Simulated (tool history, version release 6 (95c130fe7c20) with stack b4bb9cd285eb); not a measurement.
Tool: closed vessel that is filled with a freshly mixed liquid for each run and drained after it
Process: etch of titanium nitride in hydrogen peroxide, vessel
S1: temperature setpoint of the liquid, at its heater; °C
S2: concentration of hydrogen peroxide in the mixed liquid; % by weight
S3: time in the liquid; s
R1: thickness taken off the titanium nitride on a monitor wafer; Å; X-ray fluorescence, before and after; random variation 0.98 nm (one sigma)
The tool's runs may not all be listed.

run  hour    S1    S2    S3       R1
  1   0.0  43.0  17.5  2370   996.44
  2   3.0  43.5  17.5  2370  1057.20
  3  10.9  43.5  15.0  2370  1012.50
  4  12.2  44.0  15.0  2370  1047.90
  5  15.8  44.0  12.0  2370   994.14
  6  19.1  44.5  12.0  2370  1022.50

The next listed run, before its measurement:
  7  23.7  45.0  12.0  2370   ?

Run 7 gave R1 1069.10 Å.
